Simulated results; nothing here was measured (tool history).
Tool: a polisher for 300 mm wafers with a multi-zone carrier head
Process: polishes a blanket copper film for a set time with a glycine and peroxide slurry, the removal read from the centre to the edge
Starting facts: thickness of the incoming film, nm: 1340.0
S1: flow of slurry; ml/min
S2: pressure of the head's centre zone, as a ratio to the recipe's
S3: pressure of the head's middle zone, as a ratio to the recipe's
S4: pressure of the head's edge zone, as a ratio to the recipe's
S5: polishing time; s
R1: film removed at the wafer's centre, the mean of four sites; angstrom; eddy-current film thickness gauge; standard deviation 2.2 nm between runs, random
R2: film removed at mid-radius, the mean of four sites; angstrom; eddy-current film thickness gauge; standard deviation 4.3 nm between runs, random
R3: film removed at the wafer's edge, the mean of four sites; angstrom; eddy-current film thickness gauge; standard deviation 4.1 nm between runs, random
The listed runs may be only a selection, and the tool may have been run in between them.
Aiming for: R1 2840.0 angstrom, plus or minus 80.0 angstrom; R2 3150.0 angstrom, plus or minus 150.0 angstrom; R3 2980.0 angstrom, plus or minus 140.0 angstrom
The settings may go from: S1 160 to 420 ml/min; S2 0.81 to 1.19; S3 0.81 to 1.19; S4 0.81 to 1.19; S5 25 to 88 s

run  hour   S1    S2    S3    S4  S5      R1      R2      R3
  1   0.0  270  1.00  1.00  1.00  56  2476.3  2509.6  2406.0
  2   4.2  295  1.00  1.00  1.00  56  2534.5  2484.8  2382.1
  3   8.0  275  1.00  1.02  1.03  58  2575.2  2597.2  2584.5
  4   8.8  280  1.00  1.06  1.03  59  2640.8  2700.1  2566.7
  5  14.8  270  0.99  1.08  1.04  61  2695.6  2798.0  2580.8
  6  17.0  265  0.98  1.09  1.06  63  2723.0  2973.8  2813.5
  7  24.5  270  0.98  1.10  1.07  63  2727.8  2970.3  2747.3
  8  32.1  270  0.98  1.10  1.08  64  2778.7  3106.6  2859.9
  9  39.0  275  0.98  1.09  1.09  64  2752.9  3001.2  2859.1

Next run, 4 choices. One meets every target within its allowed miss, the rest don't. Which?
  A  45.9  415  1.01  1.10  1.12  59   ?   ?   ?
  B  45.9  295  0.96  1.19  1.11  59   ?   ?   ?
  C  45.9  225  0.89  1.14  1.14  67   ?   ?   ?
  D  45.9  285  0.95  1.09  1.07  67   ?   ?   ?

move      R1      R2      R3
   A  2747.8  2936.4  2768.4
   B  2526.9  3034.9  2689.5
   C  2559.3  3218.9  3019.4
   D  2825.8  3201.1  2993.3
A: misses by more than the last run did
B: misses by more than the last run did
C: misses by more than the last run did
D: each result inside its tolerance
Move D is the one to make.

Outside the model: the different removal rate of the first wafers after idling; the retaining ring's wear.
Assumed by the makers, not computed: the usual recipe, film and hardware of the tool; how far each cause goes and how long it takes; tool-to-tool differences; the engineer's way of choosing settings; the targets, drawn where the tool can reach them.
